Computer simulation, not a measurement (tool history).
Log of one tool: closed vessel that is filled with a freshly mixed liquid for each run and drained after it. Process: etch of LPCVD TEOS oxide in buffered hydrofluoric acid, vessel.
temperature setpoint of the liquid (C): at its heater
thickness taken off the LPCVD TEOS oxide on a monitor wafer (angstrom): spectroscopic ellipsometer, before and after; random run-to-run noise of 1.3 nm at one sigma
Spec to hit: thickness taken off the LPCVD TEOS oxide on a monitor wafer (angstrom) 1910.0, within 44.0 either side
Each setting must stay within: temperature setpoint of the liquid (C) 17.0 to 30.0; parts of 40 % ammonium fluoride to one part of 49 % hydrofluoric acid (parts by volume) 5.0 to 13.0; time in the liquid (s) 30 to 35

run	hour	temperature setpoint of the liquid (C)	parts of 40 % ammonium fluoride to one part of 49 % hydrofluoric acid (parts by volume)	time in the liquid (s)	thickness taken off the LPCVD TEOS oxide on a monitor wafer (angstrom)
1	0.0	22.0	8.0	35	1640.5
2	2.3	22.0	10.0	35	1354.0
3	7.2	23.5	10.0	35	1446.2
4	12.2	23.5	11.5	35	1289.8
5	17.8	25.5	11.5	35	1425.3
6	26.6	28.0	11.5	35	1632.6
7	35.2	28.5	11.5	35	1677.1
8	39.1	28.5	11.5	35	1657.9
9	42.2	29.0	11.5	35	1709.7
10	48.4	29.5	11.5	35	1757.3

Which of these 4 next moves meets every target?
A	54.6	28.0	10.0	30	?
B	54.6	29.5	11.0	30	?
C	54.6	30.0	11.5	35	?
D	54.6	30.0	11.0	35	?

move	thickness taken off the LPCVD TEOS oxide on a monitor wafer (angstrom)
A	1605.3
B	1584.0
C	1816.8
D	1897.2
A: misses by more than the last run did
B: misses by more than the last run did
C: nearer the targets than the last run, but a result is still out of spec
D: every result within its allowed miss
So the answer is move D, the one that meets all the targets.
